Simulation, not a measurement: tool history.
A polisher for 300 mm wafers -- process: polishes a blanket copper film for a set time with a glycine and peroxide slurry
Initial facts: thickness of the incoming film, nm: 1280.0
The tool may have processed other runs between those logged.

| run | hour | flow of slurry (ml/min) | pressure of the wafer on the pad (kPa) | speed of the pad under the wafer (cm/s) | polishing time (s) | film removed (angstrom) |
|---|---|---|---|---|---|---|
| 1 | 0.0 | 210 | 13.1 | 126 | 58 | 3136.0 |
| 2 | 3.5 | 210 | 15.9 | 126 | 58 | 3693.3 |
| 3 | 8.8 | 210 | 15.9 | 112 | 58 | 3330.1 |
| 4 | 13.6 | 230 | 15.9 | 112 | 58 | 3378.6 |
| 5 | 21.8 | 235 | 16.5 | 114 | 58 | 3503.9 |
| 6 | 24.7 | 235 | 16.5 | 132 | 58 | 3965.9 |
| 7 | 28.9 | 235 | 17.2 | 132 | 58 | 4134.9 |

The next listed run, before its measurement:
| 8 | 32.7 | 260 | 20.0 | 132 | 58 | ? |

{"run 8": {"film removed (angstrom)": 4760.9}}
